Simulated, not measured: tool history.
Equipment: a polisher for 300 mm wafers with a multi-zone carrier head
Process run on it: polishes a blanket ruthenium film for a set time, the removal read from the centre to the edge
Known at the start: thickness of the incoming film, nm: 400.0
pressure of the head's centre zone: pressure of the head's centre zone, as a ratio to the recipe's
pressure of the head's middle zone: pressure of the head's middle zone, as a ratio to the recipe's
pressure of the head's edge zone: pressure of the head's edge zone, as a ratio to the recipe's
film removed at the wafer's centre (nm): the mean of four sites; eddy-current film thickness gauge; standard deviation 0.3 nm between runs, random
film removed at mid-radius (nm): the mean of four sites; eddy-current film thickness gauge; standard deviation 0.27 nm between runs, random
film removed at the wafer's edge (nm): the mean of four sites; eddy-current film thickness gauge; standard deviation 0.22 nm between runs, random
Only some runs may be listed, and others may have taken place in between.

run    day  flow of slurry (ml/min)  pressure of the head's centre zone  pressure of the head's middle zone  pressure of the head's edge zone  polishing time (s)  film removed at the wafer's centre (nm)  film removed at mid-radius (nm)  film removed at the wafer's edge (nm)
  1  0.000                      280                                1.00                                1.00                              1.00                  38                                   45.850                           44.214                                 43.251
  2  0.225                      280                                1.00                                1.00                              0.96                  38                                   44.788                           44.468                                 42.589
  3  0.458                      275                                0.99                                0.98                              0.94                  37                                   43.173                           42.197                                 40.678
  4  0.775                      270                                0.98                                0.96                              0.92                  37                                   42.995                           41.566                                 40.136
  5  1.004                      270                                0.98                                1.01                              0.92                  37                                   42.532                           43.473                                 39.927
  6  1.033                      270                                0.98                                1.07                              0.92                  37                                   42.817                           45.187                                 40.081
  7  1.312                      260                                0.97                                1.04                              0.91                  37                                   41.869                           43.930                                 40.249
  8  1.433                      260                                0.96                                1.01                              0.90                  36                                   41.007                           42.142                                 38.783
  9  1.496                      255                                0.95                                0.99                              0.89                  36                                   40.496                           41.591                                 38.452

Run 10 has not been measured yet. What should we expect?
     1.688  -- worn pad replaced by a new one
 10  1.688                      250                                0.94                                0.97                              0.89                  36                                        ?                                ?                                      ?

Run 10 measured film removed at the wafer's centre (nm) 43.145, film removed at mid-radius (nm) 44.912, film removed at the wafer's edge (nm) 42.996.

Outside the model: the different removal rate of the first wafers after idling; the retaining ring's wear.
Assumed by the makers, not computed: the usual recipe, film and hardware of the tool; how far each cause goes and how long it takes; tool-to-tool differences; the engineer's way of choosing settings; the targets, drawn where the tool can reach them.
